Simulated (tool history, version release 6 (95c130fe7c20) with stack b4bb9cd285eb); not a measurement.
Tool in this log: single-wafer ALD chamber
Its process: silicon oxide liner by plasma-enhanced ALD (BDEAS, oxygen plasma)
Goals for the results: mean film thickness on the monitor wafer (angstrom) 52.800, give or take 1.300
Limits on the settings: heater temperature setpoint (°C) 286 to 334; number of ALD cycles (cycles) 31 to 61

run,hour,heater temperature setpoint (°C),number of ALD cycles (cycles),mean film thickness on the monitor wafer (angstrom)
1,0.0,310,46,47.102
2,8.1,310,47,47.818
3,9.1,300,47,48.574
4,14.2,310,47,47.962
5,19.5,306,47,48.264
6,27.3,312,47,47.931
7,35.9,312,48,48.943
8,43.1,312,49,49.921

Which one of the following 4 next-run settings gets every result inside its allowed miss? There is exactly one.
A,50.3,312,48,?
B,50.3,305,51,?
C,50.3,334,51,?
D,50.3,318,56,?

move,mean film thickness on the monitor wafer (angstrom)
A,48.948
B,52.526
C,50.376
D,56.618
A: moves away from the targets compared with the last run
B: every result within its allowed miss
C: closer than the last run, but not yet in spec
D: takes the result that was furthest off past its target
B is the move that brings every result within its allowed miss.

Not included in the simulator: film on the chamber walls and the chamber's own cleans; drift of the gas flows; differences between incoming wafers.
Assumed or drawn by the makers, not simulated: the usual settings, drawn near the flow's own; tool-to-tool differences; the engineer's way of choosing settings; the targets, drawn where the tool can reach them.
